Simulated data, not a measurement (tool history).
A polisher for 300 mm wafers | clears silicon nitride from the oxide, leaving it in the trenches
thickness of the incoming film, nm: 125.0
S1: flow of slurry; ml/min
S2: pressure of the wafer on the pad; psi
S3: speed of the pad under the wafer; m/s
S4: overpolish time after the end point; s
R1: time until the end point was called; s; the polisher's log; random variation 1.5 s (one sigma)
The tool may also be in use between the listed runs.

run  hour   S1   S2    S3  S4      R1
  1     0  240  2.6  1.14  46  109.29
  2   1.4  240  2.5  1.14  46  112.82
  3   2.1  240  2.4  1.14  46  114.48
  4   4.6  240  2.1  1.14  46     125
  5   8.9  240    2  1.14  46  132.68
  6  10.4  240  1.9  1.14  46  132.88
  7  15.9  240  1.8  1.14  46  138.13

Run 8 comes next. What will it give?
  8  17.2  240  1.7  1.14  46   ?

{"run 8": {"R1": 142.74}}

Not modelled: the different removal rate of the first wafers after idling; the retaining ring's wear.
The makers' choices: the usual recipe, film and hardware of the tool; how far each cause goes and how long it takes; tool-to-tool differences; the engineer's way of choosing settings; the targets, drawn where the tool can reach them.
